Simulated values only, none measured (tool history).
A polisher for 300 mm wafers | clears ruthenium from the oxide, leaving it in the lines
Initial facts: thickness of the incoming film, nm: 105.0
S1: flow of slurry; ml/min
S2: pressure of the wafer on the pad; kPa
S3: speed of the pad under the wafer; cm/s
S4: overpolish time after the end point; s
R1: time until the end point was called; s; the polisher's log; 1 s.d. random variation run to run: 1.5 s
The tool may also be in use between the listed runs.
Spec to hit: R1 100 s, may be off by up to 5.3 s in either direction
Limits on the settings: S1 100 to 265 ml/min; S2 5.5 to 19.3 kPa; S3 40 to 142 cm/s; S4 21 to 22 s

run  hour   S1    S2  S3  S4      R1
  1     0  170  12.4  90  21   146.2
  2   8.3  170  14.5  90  21  126.48
  3    13  170  14.5  90  22  126.67
  4  19.2  170  12.4  90  22  150.54
     21.1  -- head pressure recalibrated
  5  21.1  170  13.1  90  22  125.94
  6  27.1  170  13.8  90  22  119.15
  7  30.9  170  14.5  90  22  111.25
  8  38.7  170  15.2  90  22  106.79

Which one of the following 5 next-run settings gets every result inside its allowed miss? There is exactly one.
  A  46.5  215  16.5   86  22   ?
  B  46.5  150  16.5   80  21   ?
  C  46.5  185  13.8   94  21   ?
  D  46.5  160  13.8  100  22   ?
  E  46.5  165  14.5   96  21   ?

move      R1
   A  102.45
   B  113.89
   C  115.98
   D  112.44
   E  110.41
A: meets every target
B: lands further from the targets than the last run did
C: lands further from the targets than the last run did
D: lands further from the targets than the last run did
E: lands further from the targets than the last run did
Answer: A
